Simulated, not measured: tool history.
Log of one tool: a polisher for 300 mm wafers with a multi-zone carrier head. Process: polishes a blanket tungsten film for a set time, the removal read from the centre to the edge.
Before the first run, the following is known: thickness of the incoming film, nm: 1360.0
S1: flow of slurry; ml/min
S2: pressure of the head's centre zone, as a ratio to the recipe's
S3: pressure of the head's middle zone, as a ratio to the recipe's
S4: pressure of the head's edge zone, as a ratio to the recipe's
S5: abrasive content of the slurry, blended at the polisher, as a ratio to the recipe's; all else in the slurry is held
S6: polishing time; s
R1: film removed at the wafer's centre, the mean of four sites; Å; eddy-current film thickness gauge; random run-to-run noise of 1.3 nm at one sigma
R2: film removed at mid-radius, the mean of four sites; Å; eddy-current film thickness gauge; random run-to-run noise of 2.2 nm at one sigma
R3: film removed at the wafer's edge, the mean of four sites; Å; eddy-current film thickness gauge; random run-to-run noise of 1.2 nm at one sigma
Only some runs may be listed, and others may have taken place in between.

{"run": 1, "hour": 0.0, "S1": 255, "S2": 1.0, "S3": 1.0, "S4": 1.0, "S5": 1.0, "S6": 34, "R1": 1706.1, "R2": 1745.1, "R3": 1692.6}
{"run": 2, "hour": 0.9, "S1": 265, "S2": 1.02, "S3": 1.01, "S4": 1.01, "S5": 1.0, "S6": 34, "R1": 1735.5, "R2": 1809.4, "R3": 1749.6}
{"run": 3, "hour": 3.6, "S1": 275, "S2": 1.04, "S3": 1.01, "S4": 1.0, "S5": 1.0, "S6": 34, "R1": 1792.0, "R2": 1832.3, "R3": 1748.1}
{"run": 4, "hour": 6.0, "S1": 275, "S2": 1.09, "S3": 1.01, "S4": 1.0, "S5": 1.0, "S6": 34, "R1": 1866.1, "R2": 1825.4, "R3": 1737.7}
{"run": 5, "hour": 7.6, "S1": 275, "S2": 1.09, "S3": 1.01, "S4": 1.0, "S5": 1.0, "S6": 30, "R1": 1616.2, "R2": 1585.9, "R3": 1524.0}
{"run": 6, "hour": 14.2, "S1": 275, "S2": 1.09, "S3": 1.01, "S4": 1.0, "S5": 1.0, "S6": 23, "R1": 1247.8, "R2": 1202.1, "R3": 1159.9}
{"run": 7, "hour": 22.9, "S1": 285, "S2": 1.1, "S3": 1.02, "S4": 1.01, "S5": 1.05, "S6": 24, "R1": 1322.6, "R2": 1260.9, "R3": 1246.0}

Run 8 comes next. What will it give?
{"run": 8, "hour": 25.2, "S1": 355, "S2": 1.19, "S3": 1.12, "S4": 0.95, "S5": 1.3, "S6": 33, "R1": "?", "R2": "?", "R3": "?"}

R1: 2054.5 Å
R2: 2042.4 Å
R3: 1750.1 Å

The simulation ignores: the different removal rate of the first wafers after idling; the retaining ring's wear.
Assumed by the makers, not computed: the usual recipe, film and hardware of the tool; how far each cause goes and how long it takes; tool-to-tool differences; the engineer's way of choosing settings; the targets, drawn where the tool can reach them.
